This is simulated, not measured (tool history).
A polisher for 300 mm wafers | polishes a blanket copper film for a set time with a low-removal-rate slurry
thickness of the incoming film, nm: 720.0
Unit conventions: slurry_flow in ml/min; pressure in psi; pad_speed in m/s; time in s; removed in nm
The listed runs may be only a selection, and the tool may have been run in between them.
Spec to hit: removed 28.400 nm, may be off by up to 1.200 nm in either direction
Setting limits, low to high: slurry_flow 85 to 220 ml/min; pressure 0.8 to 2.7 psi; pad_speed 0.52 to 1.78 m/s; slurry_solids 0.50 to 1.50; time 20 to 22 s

{"run": 1, "hour": 0.0, "slurry_flow": 140, "pressure": 1.7, "pad_speed": 1.14, "slurry_solids": 1.0, "time": 22, "removed": 38.664}
{"run": 2, "hour": 4.5, "slurry_flow": 140, "pressure": 1.7, "pad_speed": 1.14, "slurry_solids": 0.9, "time": 22, "removed": 36.908}
{"run": 3, "hour": 9.5, "slurry_flow": 135, "pressure": 1.6, "pad_speed": 1.14, "slurry_solids": 0.9, "time": 22, "removed": 36.202}
{"run": 4, "hour": 10.8, "slurry_flow": 170, "pressure": 1.6, "pad_speed": 1.14, "slurry_solids": 0.9, "time": 22, "removed": 38.027}
{"run": 5, "hour": 12.3, "slurry_flow": 160, "pressure": 1.5, "pad_speed": 1.14, "slurry_solids": 0.9, "time": 22, "removed": 36.11}
{"run": 6, "hour": 13.4, "slurry_flow": 150, "pressure": 1.4, "pad_speed": 1.14, "slurry_solids": 0.9, "time": 22, "removed": 34.23}
{"run": 7, "hour": 16.9, "slurry_flow": 145, "pressure": 1.3, "pad_speed": 1.14, "slurry_solids": 0.9, "time": 22, "removed": 32.307}
{"run": 8, "hour": 25.2, "slurry_flow": 140, "pressure": 1.2, "pad_speed": 1.14, "slurry_solids": 0.9, "time": 22, "removed": 30.233}
{"run": 9, "hour": 29.8, "slurry_flow": 135, "pressure": 1.2, "pad_speed": 1.14, "slurry_solids": 0.9, "time": 22, "removed": 30.096}
{"run": 10, "hour": 31.1, "slurry_flow": 130, "pressure": 1.2, "pad_speed": 1.14, "slurry_solids": 0.9, "time": 22, "removed": 30.917}

5 next moves are on the table. One of them brings every result within its allowed miss. Which?
{"run": "A", "hour": 32.4, "slurry_flow": 95, "pressure": 1.1, "pad_speed": 1.62, "slurry_solids": 0.9, "time": 21, "removed": "?"}
{"run": "B", "hour": 32.4, "slurry_flow": 170, "pressure": 1.5, "pad_speed": 1.02, "slurry_solids": 0.9, "time": 22, "removed": "?"}
{"run": "C", "hour": 32.4, "slurry_flow": 115, "pressure": 1.2, "pad_speed": 1.2, "slurry_solids": 0.95, "time": 22, "removed": "?"}
{"run": "D", "hour": 32.4, "slurry_flow": 150, "pressure": 1.3, "pad_speed": 1.18, "slurry_solids": 0.95, "time": 22, "removed": "?"}
{"run": "E", "hour": 32.4, "slurry_flow": 125, "pressure": 1.1, "pad_speed": 1.22, "slurry_solids": 0.9, "time": 21, "removed": "?"}

move=A removed=34.515
move=B removed=31.740
move=C removed=30.190
move=D removed=32.982
move=E removed=28.080
A: misses by more than the last run did
B: misses by more than the last run did
C: gains on the last run, yet a result remains outside its allowed miss
D: misses by more than the last run did
E: all results in spec
The move that meets every target is E.
